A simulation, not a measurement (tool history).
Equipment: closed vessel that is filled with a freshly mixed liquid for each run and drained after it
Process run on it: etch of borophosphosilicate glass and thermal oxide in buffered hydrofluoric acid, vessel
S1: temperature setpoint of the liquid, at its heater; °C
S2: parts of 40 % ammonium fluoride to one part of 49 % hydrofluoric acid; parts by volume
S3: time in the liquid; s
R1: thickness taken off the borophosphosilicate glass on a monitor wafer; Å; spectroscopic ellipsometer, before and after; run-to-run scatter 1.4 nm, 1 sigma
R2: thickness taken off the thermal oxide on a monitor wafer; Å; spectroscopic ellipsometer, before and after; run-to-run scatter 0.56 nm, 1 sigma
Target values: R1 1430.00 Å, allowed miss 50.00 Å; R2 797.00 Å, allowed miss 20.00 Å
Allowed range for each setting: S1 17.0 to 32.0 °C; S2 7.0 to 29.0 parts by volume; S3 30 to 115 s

run,day,S1,S2,S3,R1,R2
1,0.000,24.0,18.0,60,763.61,414.01
2,0.158,24.0,16.0,60,831.98,473.08
3,0.275,24.0,16.0,85,1198.80,673.29
4,0.354,20.5,16.0,85,976.83,541.25
5,0.662,19.0,16.0,85,899.20,498.03
6,0.812,19.0,11.5,85,1266.40,694.70
7,1.133,19.5,11.5,85,1306.60,710.16
8,1.204,20.0,11.5,85,1319.00,739.77
9,1.429,20.5,11.5,85,1358.90,756.08

Next run, 5 choices. One meets every target within its allowed miss, the rest don't. Which?
A,1.654,28.0,15.5,75,?,?
B,1.654,23.5,11.5,70,?,?
C,1.654,20.5,14.0,100,?,?
D,1.654,23.0,14.0,95,?,?
E,1.654,25.0,14.0,80,?,?

move,R1,R2
A,1335.50,741.07
B,1314.70,726.70
C,1313.20,725.36
D,1430.70,791.48
E,1342.30,743.42
A: further off than the last run
B: further off than the last run
C: further off than the last run
D: all results land within tolerance of their targets
E: further off than the last run
D meets every target.
